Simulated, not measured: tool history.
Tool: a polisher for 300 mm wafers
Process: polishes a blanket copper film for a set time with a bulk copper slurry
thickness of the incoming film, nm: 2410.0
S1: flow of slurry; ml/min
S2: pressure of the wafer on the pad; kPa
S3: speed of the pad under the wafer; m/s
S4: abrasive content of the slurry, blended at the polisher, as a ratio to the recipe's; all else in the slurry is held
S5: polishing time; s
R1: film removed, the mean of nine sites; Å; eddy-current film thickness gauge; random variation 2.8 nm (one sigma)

{"run": 1, "day": 0.0, "S1": 180, "S2": 15.2, "S3": 1.22, "S4": 1.0, "S5": 33, "R1": 3288.0}
{"run": 2, "day": 0.096, "S1": 180, "S2": 13.8, "S3": 1.22, "S4": 1.0, "S5": 33, "R1": 2984.4}
{"run": 3, "day": 0.179, "S1": 180, "S2": 13.8, "S3": 1.22, "S4": 1.0, "S5": 33, "R1": 2916.9}
{"run": 4, "day": 0.554, "S1": 180, "S2": 13.8, "S3": 1.22, "S4": 1.0, "S5": 33, "R1": 3024.9}
{"run": 5, "day": 0.8, "S1": 180, "S2": 13.1, "S3": 1.22, "S4": 1.0, "S5": 33, "R1": 2851.9}
{"run": 6, "day": 1.008, "S1": 180, "S2": 15.9, "S3": 1.22, "S4": 1.0, "S5": 33, "R1": 3471.5}
{"run": 7, "day": 1.058, "S1": 180, "S2": 14.5, "S3": 1.22, "S4": 1.0, "S5": 33, "R1": 3200.7}
{"run": 8, "day": 1.4, "S1": 180, "S2": 13.8, "S3": 1.22, "S4": 1.0, "S5": 33, "R1": 3016.4}
{"run": 9, "day": 1.642, "S1": 180, "S2": 13.8, "S3": 1.22, "S4": 1.0, "S5": 33, "R1": 3020.4}

Forecast run 10:
{"run": 10, "day": 1.796, "S1": 180, "S2": 13.1, "S3": 1.22, "S4": 1.0, "S5": 33, "R1": "?"}

Run 10 gave R1 2913.7 Å.
